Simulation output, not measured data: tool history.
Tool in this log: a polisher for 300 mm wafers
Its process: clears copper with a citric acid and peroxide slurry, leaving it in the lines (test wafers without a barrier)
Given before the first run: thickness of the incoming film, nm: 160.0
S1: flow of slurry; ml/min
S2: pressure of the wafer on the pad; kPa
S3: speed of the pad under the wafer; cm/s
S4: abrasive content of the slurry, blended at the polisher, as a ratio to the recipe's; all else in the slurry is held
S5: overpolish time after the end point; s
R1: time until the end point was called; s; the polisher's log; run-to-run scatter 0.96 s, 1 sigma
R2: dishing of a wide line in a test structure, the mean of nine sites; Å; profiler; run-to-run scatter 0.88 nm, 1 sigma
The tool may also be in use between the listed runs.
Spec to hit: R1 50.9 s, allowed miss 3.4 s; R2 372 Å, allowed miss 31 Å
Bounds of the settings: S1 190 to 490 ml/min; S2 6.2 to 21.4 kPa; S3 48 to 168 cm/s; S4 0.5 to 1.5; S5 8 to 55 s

run  hour   S1    S2   S3  S4  S5      R1      R2
  1     0  315  13.8  108   1  28  96.979  241.79
  2   5.8  315  14.5  110   1  28  91.998  263.12
  3  10.1  315  15.2  112   1  27  87.213  255.91
  4  12.8  315  15.9  114   1  27  82.178  283.54
  5  18.2  315  15.9  114   1  31  82.706  298.82
  6  19.6  315  16.5  116   1  30  76.836  317.93
  7  26.2  315  17.2  118   1  29  74.133  316.14
  8  29.2  315  17.9  120   1  28  68.649  323.14
  9  37.9  315  18.6  122   1  28  64.751  326.32

Which single option among these 5 for the next run brings every result within its allowed miss of target? Just one does.
  A  46.6  310  15.2  100  0.85  45   ?   ?
  B  46.6  255  20.7  148  0.95  27   ?   ?
  C  46.6  255  16.5  106  0.85  28   ?   ?
  D  46.6  305  17.9  100  1.45  25   ?   ?
  E  46.6  275  17.9   96     1  47   ?   ?

move      R1      R2
   A  100.02  331.16
   B  50.223  374.92
   C   88.71  265.48
   D  75.691  275.39
   E   86.48  373.58
A: further off than the last run
B: all results land within tolerance of their targets
C: further off than the last run
D: further off than the last run
E: further off than the last run
Go with B: it meets all targets.
